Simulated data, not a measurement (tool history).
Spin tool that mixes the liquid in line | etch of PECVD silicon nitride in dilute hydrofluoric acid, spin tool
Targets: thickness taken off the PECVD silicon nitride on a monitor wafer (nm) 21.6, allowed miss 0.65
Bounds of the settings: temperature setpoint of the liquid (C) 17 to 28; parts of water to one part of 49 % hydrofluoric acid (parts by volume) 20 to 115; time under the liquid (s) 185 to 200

| run | hour | temperature setpoint of the liquid (C) | parts of water to one part of 49 % hydrofluoric acid (parts by volume) | time under the liquid (s) | thickness taken off the PECVD silicon nitride on a monitor wafer (nm) |
|---|---|---|---|---|---|
| 1 | 0 | 20 | 65 | 185 | 9.9273 |
| 2 | 3.3 | 22 | 60 | 185 | 12.29 |
| 3 | 7.6 | 24.5 | 60 | 185 | 14.45 |
| 4 | 13.2 | 25.5 | 55 | 185 | 17.121 |
| 5 | 18.5 | 28 | 55 | 185 | 19.982 |
| 6 | 23.2 | 28 | 35 | 185 | 31.303 |
| 7 | 24.7 | 26.5 | 35 | 185 | 28.626 |
| 8 | 30 | 25.5 | 35 | 185 | 26.33 |
| 9 | 36.1 | 25 | 35 | 185 | 25.289 |
| 10 | 39 | 24.5 | 35 | 185 | 24.639 |
| 11 | 40.6 | 24 | 35 | 185 | 23.995 |
| 12 | 45.3 | 23.5 | 35 | 185 | 23.249 |
| 13 | 54.1 | 23 | 35 | 185 | 22.688 |

5 next moves are on the table. One of them brings every result within its allowed miss. Which?
| A | 62.9 | 26.5 | 45 | 200 | ? |
| B | 62.9 | 23 | 35 | 200 | ? |
| C | 62.9 | 24 | 40 | 190 | ? |
| D | 62.9 | 22.5 | 35 | 200 | ? |
| E | 62.9 | 24 | 35 | 185 | ? |

| move | thickness taken off the PECVD silicon nitride on a monitor wafer (nm) |
|---|---|
| A | 23.959 |
| B | 24.179 |
| C | 21.596 |
| D | 23.364 |
| E | 23.944 |
A: further off than the last run
B: further off than the last run
C: meets every target
D: further off than the last run
E: further off than the last run
Move C is the one to make.
